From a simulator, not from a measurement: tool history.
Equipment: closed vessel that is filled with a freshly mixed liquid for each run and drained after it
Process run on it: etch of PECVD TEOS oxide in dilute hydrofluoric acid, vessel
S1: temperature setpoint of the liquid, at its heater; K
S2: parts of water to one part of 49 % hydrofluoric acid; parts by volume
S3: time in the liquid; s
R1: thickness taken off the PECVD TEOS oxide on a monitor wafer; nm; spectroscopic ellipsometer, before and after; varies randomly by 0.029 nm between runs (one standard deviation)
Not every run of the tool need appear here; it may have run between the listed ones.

| run | hour | S1 | S2 | S3 | R1 |
|---|---|---|---|---|---|
| 1 | 0 | 297.15 | 295 | 335 | 7.7661 |
| 2 | 2.8 | 295.65 | 295 | 335 | 7.4635 |
| 3 | 5.2 | 295.65 | 295 | 335 | 7.3056 |
| 4 | 13.7 | 295.65 | 295 | 335 | 7.5248 |
| 5 | 22.6 | 294.65 | 325 | 335 | 6.2323 |
| 6 | 27.6 | 294.65 | 360 | 335 | 5.6562 |
| 7 | 36.3 | 293.65 | 380 | 335 | 4.9487 |
| 8 | 39.4 | 293.15 | 395 | 335 | 4.5858 |
| 9 | 41.6 | 292.65 | 405 | 335 | 4.4447 |

Run 10, settings as shown, results not yet in. Your forecast:
| 10 | 44.8 | 292.15 | 415 | 335 | ? |

R1: 4.2234 nm
